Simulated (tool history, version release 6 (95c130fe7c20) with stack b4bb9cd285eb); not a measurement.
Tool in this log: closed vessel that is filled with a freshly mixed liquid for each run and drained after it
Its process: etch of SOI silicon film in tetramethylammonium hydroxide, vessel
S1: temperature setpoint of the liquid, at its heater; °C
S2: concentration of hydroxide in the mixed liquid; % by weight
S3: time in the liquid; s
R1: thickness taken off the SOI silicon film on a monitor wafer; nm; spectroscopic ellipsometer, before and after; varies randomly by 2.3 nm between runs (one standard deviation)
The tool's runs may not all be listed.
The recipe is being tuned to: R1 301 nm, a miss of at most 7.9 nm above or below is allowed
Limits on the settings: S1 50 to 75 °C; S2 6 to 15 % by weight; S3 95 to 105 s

run	hour	S1	S2	S3	R1
1	0	62	10	95	417.53
2	1.9	61	10	95	389.52
3	8.1	60.5	10	95	382.62
4	13.5	63	10	95	442.41
5	19.7	59	10	95	351.8
6	21.7	59	10	95	352.25
7	30.3	58.5	10	95	336.55
8	34.5	58	10	95	329.06
9	42.9	57.5	10	95	315.41

5 candidate next runs follow, results not yet known. Just one meets every target within its allowed miss. Identify it.
A	51.3	54	8	100	?
B	51.3	54	10	105	?
C	51.3	58	9.5	95	?
D	51.3	58.5	11	100	?
E	51.3	57	10.5	95	?

move	R1
A	291.26
B	283.94
C	338.6
D	348.23
E	305.7
A: takes the result that was furthest off past its target
B: takes the result that was furthest off past its target
C: further off than the last run
D: further off than the last run
E: all results land within tolerance of their targets
E is the move that brings every result within its allowed miss.
